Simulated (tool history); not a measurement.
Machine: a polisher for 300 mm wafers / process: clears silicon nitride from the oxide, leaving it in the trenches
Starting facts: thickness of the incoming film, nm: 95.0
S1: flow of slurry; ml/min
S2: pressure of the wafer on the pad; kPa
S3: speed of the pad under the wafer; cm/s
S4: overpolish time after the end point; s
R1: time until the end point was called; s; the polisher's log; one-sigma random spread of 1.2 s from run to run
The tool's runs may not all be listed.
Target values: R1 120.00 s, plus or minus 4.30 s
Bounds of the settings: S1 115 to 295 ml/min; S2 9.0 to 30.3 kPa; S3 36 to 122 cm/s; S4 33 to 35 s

run  hour   S1    S2  S3  S4      R1
  1   0.0  190  19.3  78  33  159.25
  2   8.3  190  19.3  68  33  186.69
  3  15.9  190  19.3  52  33  236.91
  4  16.9  190  20.7  52  33  227.16
  5  17.4  190  22.1  54  33  210.44
  6  25.9  145  22.1  54  33  210.21
  7  34.0  145  23.4  56  33  197.34
  8  40.8  145  23.4  56  33  194.63
  9  48.9  145  24.1  58  33  181.32
 10  56.2  145  24.8  60  33  173.36
     60.5  -- worn pad replaced by a new one
 11  60.5  145  25.5  62  33  152.33
 12  69.3  155  26.2  62  33  150.85
 13  71.5  160  26.9  62  33  144.69
 14  74.3  165  27.6  62  33  141.44
 15  75.7  165  28.3  62  33  138.77

Consider the 5 candidate settings below. Which is the only one whose results all fall within their allowed miss of target?
  A  77.1  130  29.0  54  35   ?
  B  77.1  130  25.5  56  35   ?
  C  77.1  170  26.9  58  33   ?
  D  77.1  150  27.6  74  35   ?
  E  77.1  175  25.5  60  33   ?

move      R1
   A  161.53
   B  175.89
   C  155.37
   D  122.11
   E  157.44
A: moves away from the targets compared with the last run
B: moves away from the targets compared with the last run
C: moves away from the targets compared with the last run
D: in spec on every target
E: moves away from the targets compared with the last run
Answer: D
